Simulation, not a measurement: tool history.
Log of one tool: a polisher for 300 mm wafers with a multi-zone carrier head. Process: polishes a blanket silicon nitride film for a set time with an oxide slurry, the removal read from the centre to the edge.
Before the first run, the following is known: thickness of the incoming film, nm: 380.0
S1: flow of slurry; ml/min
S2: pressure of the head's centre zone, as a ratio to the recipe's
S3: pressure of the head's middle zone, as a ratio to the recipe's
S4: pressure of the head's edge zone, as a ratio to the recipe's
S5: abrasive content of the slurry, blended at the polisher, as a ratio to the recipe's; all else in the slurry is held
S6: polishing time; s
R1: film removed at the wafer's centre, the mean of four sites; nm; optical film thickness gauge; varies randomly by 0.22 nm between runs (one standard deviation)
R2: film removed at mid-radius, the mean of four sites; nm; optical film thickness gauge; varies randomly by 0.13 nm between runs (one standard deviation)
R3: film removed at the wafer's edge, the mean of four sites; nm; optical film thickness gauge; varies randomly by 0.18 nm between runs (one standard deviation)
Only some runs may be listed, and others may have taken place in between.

run 1 hour=0 | S1=130 S2=1 S3=1 S4=1 S5=1 S6=73 | R1=44.964 R2=45.523 R3=43.851
run 2 hour=2.1 | S1=125 S2=0.98 S3=0.99 S4=0.96 S5=0.85 S6=63 | R1=34.075 R2=34.575 R3=33.464
run 3 hour=9.8 | S1=125 S2=0.98 S3=0.99 S4=1 S5=0.85 S6=63 | R1=33.91 R2=34.977 R3=34.025
run 4 hour=16.1 | S1=155 S2=0.98 S3=0.99 S4=1 S5=0.85 S6=63 | R1=35.51 R2=36.811 R3=34.514
run 5 hour=21.7 | S1=165 S2=0.95 S3=0.97 S4=0.97 S5=0.75 S6=57 | R1=29.888 R2=29.994 R3=29.294
run 6 hour=29.2 | S1=165 S2=0.95 S3=0.97 S4=0.97 S5=0.75 S6=46 | R1=24.003 R2=24.588 R3=23.67
run 7 hour=32.2 | S1=170 S2=0.93 S3=0.97 S4=0.94 S5=0.7 S6=45 | R1=22.155 R2=22.731 R3=22.1
run 8 hour=38.5 | S1=170 S2=0.92 S3=0.98 S4=0.91 S5=0.7 S6=45 | R1=22.274 R2=23.224 R3=21.201

Run 9 comes next. What will it give?
run 9 hour=43.1 | S1=160 S2=0.9 S3=0.97 S4=0.89 S5=0.7 S6=45 | R1=? R2=? R3=?

R1: 21.053 nm
R2: 22.703 nm
R3: 20.885 nm

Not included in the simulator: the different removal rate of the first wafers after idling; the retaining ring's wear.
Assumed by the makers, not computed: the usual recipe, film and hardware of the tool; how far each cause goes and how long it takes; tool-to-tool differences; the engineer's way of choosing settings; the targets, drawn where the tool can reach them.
